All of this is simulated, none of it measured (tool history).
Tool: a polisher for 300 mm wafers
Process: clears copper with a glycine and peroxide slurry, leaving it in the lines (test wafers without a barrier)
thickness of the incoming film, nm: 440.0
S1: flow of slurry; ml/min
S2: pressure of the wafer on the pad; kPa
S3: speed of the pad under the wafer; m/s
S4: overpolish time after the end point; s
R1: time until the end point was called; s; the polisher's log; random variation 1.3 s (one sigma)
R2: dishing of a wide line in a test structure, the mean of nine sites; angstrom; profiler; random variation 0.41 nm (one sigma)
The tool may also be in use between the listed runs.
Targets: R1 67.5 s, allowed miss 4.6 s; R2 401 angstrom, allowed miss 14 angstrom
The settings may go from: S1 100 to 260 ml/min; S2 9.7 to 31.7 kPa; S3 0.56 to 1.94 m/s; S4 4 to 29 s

run  hour   S1    S2    S3  S4      R1      R2
  1     0  165  20.7  1.24  15  65.065  688.34
  2   8.1  165  20.7  1.24  12  65.613  560.44
  3    12  165  20.7  1.24   9  64.913  449.15
  4  14.6  165  20.7  1.54   9  55.372  535.68
  5  20.9  170  19.3  1.54   9   58.29  496.14
  6    24  170  18.6  1.54   9  59.565  485.75
  7  27.7  170  17.9  1.54   9  62.057  470.81
  8  30.5  175  15.9  1.54   7  69.961   337.4
  9  33.3  170  15.9  1.54   7  69.601  346.17
 10  36.8  160  17.2  1.52   9  63.176  441.47
 11    41  165  17.2  1.52   9  65.393  445.63
 12  45.1  175  17.2  1.52   9  63.128  458.38
 13  49.6  165  17.2  1.52   9   64.86  450.92
 14    56  175  17.2  1.52   9  65.474  453.68
 15  56.7  165  17.2  1.52   9  67.316  456.72
 16  59.5  175  16.5  1.52   9  67.429  438.99
 17  65.2  200  15.2  1.54   8  69.529  382.16
 18  73.8  205  15.2  1.54   8  69.834  378.75

Which of these 5 next moves meets every target?
  A  82.4  125  13.8  1.94   9   ?   ?
  B  82.4  130    20  1.34   8   ?   ?
  C  82.4  195  15.9  1.56   9   ?   ?
  D  82.4  155  14.5  1.64   8   ?   ?
  E  82.4  195  13.1  1.54  10   ?   ?

move      R1      R2
   A  68.163  439.38
   B   67.33  409.18
   C  67.302  448.97
   D  72.292  378.31
   E  79.954  419.93
A: takes the result that was furthest off past its target
B: meets every target
C: takes the result that was furthest off past its target
D: as far off as the last run
E: takes the result that was furthest off past its target
Move B is the one to make.
